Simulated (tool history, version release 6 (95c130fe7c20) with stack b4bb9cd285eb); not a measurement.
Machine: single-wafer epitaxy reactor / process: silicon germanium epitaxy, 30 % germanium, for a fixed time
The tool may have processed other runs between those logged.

| run | day | wafer temperature setpoint (pyrometer-controlled) (°C) | chamber pressure (mTorr) | mean film thickness on the monitor wafer (Å) |
|---|---|---|---|---|
| 1 | 0.000 | 615 | 27400 | 871.41 |
| 2 | 0.362 | 606 | 27400 | 756.89 |
| 3 | 0.583 | 605 | 27400 | 745.38 |
| 4 | 0.629 | 604 | 27400 | 731.87 |
| 5 | 0.900 | 610 | 27400 | 799.54 |
| 6 | 1.108 | 608 | 27300 | 779.11 |
| 7 | 1.362 | 607 | 27200 | 770.75 |

Estimate the outcome of run 8 from the log above:
| 8 | 1.562 | 606 | 27100 | ? |

Logged for run 8: mean film thickness on the monitor wafer (Å) 757.31.
